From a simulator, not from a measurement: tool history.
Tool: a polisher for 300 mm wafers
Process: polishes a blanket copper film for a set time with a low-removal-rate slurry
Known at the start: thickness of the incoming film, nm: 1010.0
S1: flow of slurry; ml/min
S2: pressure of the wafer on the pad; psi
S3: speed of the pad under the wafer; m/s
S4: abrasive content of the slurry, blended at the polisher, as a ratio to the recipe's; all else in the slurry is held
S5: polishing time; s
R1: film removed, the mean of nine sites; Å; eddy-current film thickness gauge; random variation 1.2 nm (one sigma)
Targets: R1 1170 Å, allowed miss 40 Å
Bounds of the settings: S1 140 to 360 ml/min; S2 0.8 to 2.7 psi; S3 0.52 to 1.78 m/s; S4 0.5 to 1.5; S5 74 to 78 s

{"run": 1, "day": 0.0, "S1": 230, "S2": 1.7, "S3": 1.14, "S4": 1, "S5": 74, "R1": 1661}
{"run": 2, "day": 0.033, "S1": 230, "S2": 1.4, "S3": 1.14, "S4": 1, "S5": 74, "R1": 1473.7}
{"run": 3, "day": 0.062, "S1": 230, "S2": 1.3, "S3": 1.14, "S4": 1, "S5": 74, "R1": 1360}
{"run": 4, "day": 0.367, "S1": 230, "S2": 1.3, "S3": 1.14, "S4": 1, "S5": 78, "R1": 1445.4}
{"run": 5, "day": 0.533, "S1": 230, "S2": 1.7, "S3": 1.14, "S4": 1, "S5": 78, "R1": 1785.2}
{"run": 6, "day": 0.554, "S1": 230, "S2": 1.5, "S3": 1.14, "S4": 1, "S5": 78, "R1": 1610.3}
{"run": 7, "day": 0.833, "S1": 230, "S2": 1.3, "S3": 1.14, "S4": 1, "S5": 78, "R1": 1460.2}
{"run": 8, "day": 0.9, "S1": 230, "S2": 1.2, "S3": 1.14, "S4": 1, "S5": 78, "R1": 1371.5}
{"run": 9, "day": 1.046, "S1": 230, "S2": 1.1, "S3": 1.14, "S4": 1, "S5": 78, "R1": 1293.5}
{"run": 10, "day": 1.362, "S1": 230, "S2": 1, "S3": 1.14, "S4": 1, "S5": 78, "R1": 1234}

Which of these 4 next moves meets every target?
{"run": "A", "day": 1.679, "S1": 215, "S2": 1, "S3": 1.06, "S4": 1.25, "S5": 77, "R1": "?"}
{"run": "B", "day": 1.679, "S1": 280, "S2": 1, "S3": 1.14, "S4": 1, "S5": 78, "R1": "?"}
{"run": "C", "day": 1.679, "S1": 195, "S2": 1.1, "S3": 1.22, "S4": 1, "S5": 78, "R1": "?"}
{"run": "D", "day": 1.679, "S1": 220, "S2": 1, "S3": 1.22, "S4": 1.05, "S5": 78, "R1": "?"}

move=A R1=1189.2
move=B R1=1244.7
move=C R1=1361.8
move=D R1=1310.8
A: meets every target
B: further off than the last run
C: further off than the last run
D: further off than the last run
The right move is A.
